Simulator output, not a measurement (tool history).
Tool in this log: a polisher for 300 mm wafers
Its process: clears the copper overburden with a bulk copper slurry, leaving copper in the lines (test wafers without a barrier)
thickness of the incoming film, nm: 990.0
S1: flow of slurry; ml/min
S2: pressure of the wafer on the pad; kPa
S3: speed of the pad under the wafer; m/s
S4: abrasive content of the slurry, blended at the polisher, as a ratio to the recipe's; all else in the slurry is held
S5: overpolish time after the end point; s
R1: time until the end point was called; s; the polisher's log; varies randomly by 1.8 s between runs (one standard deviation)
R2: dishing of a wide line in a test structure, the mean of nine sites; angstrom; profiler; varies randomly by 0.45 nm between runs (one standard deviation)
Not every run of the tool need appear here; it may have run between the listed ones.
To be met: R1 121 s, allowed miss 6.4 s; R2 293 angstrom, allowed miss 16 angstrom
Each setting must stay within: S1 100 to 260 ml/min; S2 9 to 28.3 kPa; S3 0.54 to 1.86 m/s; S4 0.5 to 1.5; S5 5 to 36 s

Run 1, hour 0: S1 165 ml/min, S2 18.6 kPa, S3 1.18 m/s, S4 1, S5 18 s. Result: R1 83.954 s, R2 760.89 angstrom.
Run 2, hour 6.2: S1 125 ml/min, S2 18.6 kPa, S3 1.18 m/s, S4 1, S5 18 s. Result: R1 87.94 s, R2 757.51 angstrom.
Run 3, hour 13.1: S1 100 ml/min, S2 18.6 kPa, S3 1.18 m/s, S4 1, S5 18 s. Result: R1 95.663 s, R2 727.08 angstrom.
Run 4, hour 18.4: S1 135 ml/min, S2 18.6 kPa, S3 1.18 m/s, S4 1, S5 18 s. Result: R1 85.546 s, R2 740.97 angstrom.
Run 5, hour 21.9: S1 135 ml/min, S2 18.6 kPa, S3 1.18 m/s, S4 1, S5 14 s. Result: R1 88.691 s, R2 700.76 angstrom.
Run 6, hour 28.6: S1 130 ml/min, S2 17.2 kPa, S3 1.2 m/s, S4 1, S5 13 s. Result: R1 93.108 s, R2 644.15 angstrom.
Run 7, hour 34.6: S1 125 ml/min, S2 16.5 kPa, S3 1.24 m/s, S4 0.95, S5 12 s. Result: R1 94.866 s, R2 603.06 angstrom.
Run 8, hour 35.4: S1 120 ml/min, S2 15.9 kPa, S3 1.28 m/s, S4 0.9, S5 11 s. Result: R1 101.29 s, R2 551.9 angstrom.
Run 9, hour 42.9: S1 120 ml/min, S2 15.2 kPa, S3 1.34 m/s, S4 0.85, S5 10 s. Result: R1 100.8 s, R2 533.51 angstrom.
Run 10, hour 48.6: S1 120 ml/min, S2 14.5 kPa, S3 1.38 m/s, S4 0.8, S5 9 s. Result: R1 104.13 s, R2 478 angstrom.
Run 11, hour 49.9: S1 120 ml/min, S2 14.5 kPa, S3 1.38 m/s, S4 0.8, S5 9 s. Result: R1 106.43 s, R2 492.83 angstrom.
Run 12, hour 53.5: S1 120 ml/min, S2 13.8 kPa, S3 1.44 m/s, S4 0.75, S5 9 s. Result: R1 108.74 s, R2 479.74 angstrom.
Run 13, hour 62: S1 120 ml/min, S2 13.1 kPa, S3 1.48 m/s, S4 0.7, S5 9 s. Result: R1 112.02 s, R2 463.73 angstrom.

Exactly one of the 5 candidate moves below puts every result within its allowed miss. Which one?
Run A, hour 70.5: S1 110 ml/min, S2 15.2 kPa, S3 1.3 m/s, S4 0.75, S5 23 s. Result: R1 ?, R2 ?.
Run B, hour 70.5: S1 115 ml/min, S2 13.1 kPa, S3 1.52 m/s, S4 0.5, S5 5 s. Result: R1 ?, R2 ?.
Run C, hour 70.5: S1 115 ml/min, S2 16.5 kPa, S3 1.3 m/s, S4 0.8, S5 31 s. Result: R1 ?, R2 ?.
Run D, hour 70.5: S1 125 ml/min, S2 13.8 kPa, S3 1.38 m/s, S4 0.65, S5 22 s. Result: R1 ?, R2 ?.
Run E, hour 70.5: S1 145 ml/min, S2 11.7 kPa, S3 1.44 m/s, S4 0.6, S5 14 s. Result: R1 ?, R2 ?.

move      R1      R2
   A  108.67  726.56
   B   119.7  285.97
   C  97.137  803.67
   D  113.48  694.83
   E  126.22  539.33
A: lands further from the targets than the last run did
B: all results in spec
C: lands further from the targets than the last run did
D: lands further from the targets than the last run did
E: lands further from the targets than the last run did
So the answer is move B, the one that meets all the targets.

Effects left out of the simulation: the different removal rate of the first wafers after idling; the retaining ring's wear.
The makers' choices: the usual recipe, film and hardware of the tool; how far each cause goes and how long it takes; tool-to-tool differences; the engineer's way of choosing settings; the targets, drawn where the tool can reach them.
